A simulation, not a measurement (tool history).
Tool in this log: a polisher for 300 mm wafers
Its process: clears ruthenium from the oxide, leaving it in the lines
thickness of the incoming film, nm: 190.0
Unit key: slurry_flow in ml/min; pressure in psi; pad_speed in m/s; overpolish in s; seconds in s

run    day  slurry_flow  pressure  pad_speed  overpolish  seconds
  1  0.000          160       2.8       0.96          45  116.350
  2  0.058          160       3.4       0.96          45   98.224
  3  0.238          160       3.4       0.96          48   96.714
  4  0.312          160       3.4       1.20          48   82.937
  5  0.596          155       3.1       1.14          48   90.690
  6  0.838          155       2.9       1.06          48  104.090
  7  0.904          155       2.7       1.00          48  117.410
  8  1.167          155       2.5       0.96          48  127.940
  9  1.458          155       2.3       0.92          48  147.010

Expected results for the next run?
 10  1.788          155       2.2       0.90          48        ?

{"run 10": {"seconds": 145.15}}
